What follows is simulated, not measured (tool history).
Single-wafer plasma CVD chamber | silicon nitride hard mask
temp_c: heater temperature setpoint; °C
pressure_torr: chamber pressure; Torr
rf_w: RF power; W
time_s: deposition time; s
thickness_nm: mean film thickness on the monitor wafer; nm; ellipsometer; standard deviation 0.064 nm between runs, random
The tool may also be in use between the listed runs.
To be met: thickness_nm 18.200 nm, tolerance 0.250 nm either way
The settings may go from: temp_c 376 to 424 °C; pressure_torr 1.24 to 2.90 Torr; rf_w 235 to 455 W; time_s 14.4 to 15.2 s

Run 1, hour 0.0: temp_c 400 °C, pressure_torr 2.07 Torr, rf_w 345 W, time_s 15.2 s. Result: thickness_nm 19.940 nm.
Run 2, hour 0.9: temp_c 400 °C, pressure_torr 1.94 Torr, rf_w 345 W, time_s 15.2 s. Result: thickness_nm 19.545 nm.
Run 3, hour 7.0: temp_c 400 °C, pressure_torr 1.84 Torr, rf_w 345 W, time_s 15.2 s. Result: thickness_nm 19.293 nm.
Run 4, hour 8.6: temp_c 396 °C, pressure_torr 1.84 Torr, rf_w 345 W, time_s 15.2 s. Result: thickness_nm 19.239 nm.
Run 5, hour 9.8: temp_c 392 °C, pressure_torr 1.84 Torr, rf_w 345 W, time_s 15.2 s. Result: thickness_nm 19.455 nm.
Run 6, hour 11.8: temp_c 393 °C, pressure_torr 1.75 Torr, rf_w 345 W, time_s 15.2 s. Result: thickness_nm 19.086 nm.
Run 7, hour 18.4: temp_c 393 °C, pressure_torr 1.69 Torr, rf_w 345 W, time_s 15.2 s. Result: thickness_nm 18.864 nm.
Run 8, hour 21.7: temp_c 393 °C, pressure_torr 1.65 Torr, rf_w 345 W, time_s 15.2 s. Result: thickness_nm 18.812 nm.
Run 9, hour 28.1: temp_c 393 °C, pressure_torr 1.61 Torr, rf_w 345 W, time_s 15.2 s. Result: thickness_nm 18.695 nm.
Run 10, hour 28.7: temp_c 393 °C, pressure_torr 1.57 Torr, rf_w 345 W, time_s 15.2 s. Result: thickness_nm 18.536 nm.

Which of these 4 next moves meets every target?
Run A, hour 29.3: temp_c 395 °C, pressure_torr 1.82 Torr, rf_w 345 W, time_s 15.0 s. Result: thickness_nm ?.
Run B, hour 29.3: temp_c 391 °C, pressure_torr 1.61 Torr, rf_w 335 W, time_s 15.0 s. Result: thickness_nm ?.
Run C, hour 29.3: temp_c 394 °C, pressure_torr 1.71 Torr, rf_w 370 W, time_s 14.7 s. Result: thickness_nm ?.
Run D, hour 29.3: temp_c 399 °C, pressure_torr 1.84 Torr, rf_w 350 W, time_s 14.8 s. Result: thickness_nm ?.

move  thickness_nm
   A        18.947
   B        18.079
   C        18.833
   D        18.846
A: misses by more than the last run did
B: every result lands within tolerance
C: misses by more than the last run did
D: misses by more than the last run did
The move that meets every target is B.
